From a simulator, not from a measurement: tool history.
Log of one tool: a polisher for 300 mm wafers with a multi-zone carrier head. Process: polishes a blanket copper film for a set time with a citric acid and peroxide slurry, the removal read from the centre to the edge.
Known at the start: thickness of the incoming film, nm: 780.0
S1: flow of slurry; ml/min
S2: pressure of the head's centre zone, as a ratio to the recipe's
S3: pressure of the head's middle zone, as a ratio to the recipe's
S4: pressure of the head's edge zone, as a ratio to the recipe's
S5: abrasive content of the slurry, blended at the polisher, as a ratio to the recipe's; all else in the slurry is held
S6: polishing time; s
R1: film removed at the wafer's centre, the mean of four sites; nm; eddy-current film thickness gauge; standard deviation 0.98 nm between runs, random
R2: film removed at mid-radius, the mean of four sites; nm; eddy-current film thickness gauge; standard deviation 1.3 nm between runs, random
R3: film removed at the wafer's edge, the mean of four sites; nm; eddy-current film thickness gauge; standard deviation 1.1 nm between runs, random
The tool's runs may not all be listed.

{"run": 1, "day": 0.0, "S1": 125, "S2": 1, "S3": 1, "S4": 1, "S5": 1, "S6": 62, "R1": 104.32, "R2": 106.01, "R3": 105.7}
{"run": 2, "day": 0.054, "S1": 125, "S2": 1, "S3": 1, "S4": 1, "S5": 1, "S6": 50, "R1": 82.029, "R2": 85.225, "R3": 86.99}
{"run": 3, "day": 0.425, "S1": 125, "S2": 1, "S3": 1, "S4": 1, "S5": 1.15, "S6": 50, "R1": 85.78, "R2": 88.718, "R3": 90.153}
{"run": 4, "day": 0.646, "S1": 105, "S2": 1, "S3": 1, "S4": 1, "S5": 1.15, "S6": 50, "R1": 82.212, "R2": 84, "R3": 85.357}
{"run": 5, "day": 0.812, "S1": 105, "S2": 1, "S3": 1, "S4": 1, "S5": 1.15, "S6": 42, "R1": 69.959, "R2": 72.386, "R3": 71.452}
{"run": 6, "day": 1.092, "S1": 105, "S2": 1, "S3": 1, "S4": 0.96, "S5": 1.15, "S6": 42, "R1": 69.052, "R2": 70.437, "R3": 70.801}
{"run": 7, "day": 1.333, "S1": 130, "S2": 0.98, "S3": 1.02, "S4": 1.02, "S5": 1.25, "S6": 45, "R1": 78.969, "R2": 83.275, "R3": 83.617}
{"run": 8, "day": 1.45, "S1": 145, "S2": 0.95, "S3": 1.06, "S4": 1.06, "S5": 1.3, "S6": 48, "R1": 85.713, "R2": 93.718, "R3": 93.655}
{"run": 9, "day": 1.742, "S1": 155, "S2": 0.92, "S3": 1.09, "S4": 1.08, "S5": 1.35, "S6": 51, "R1": 89.135, "R2": 103.59, "R3": 101.16}

Run 10 has not been measured yet. What should we expect?
{"run": 10, "day": 2.046, "S1": 160, "S2": 0.91, "S3": 1.11, "S4": 1.1, "S5": 1.4, "S6": 53, "R1": "?", "R2": "?", "R3": "?"}

{"run 10": {"R1": 95.377, "R2": 112.35, "R3": 104.87}}
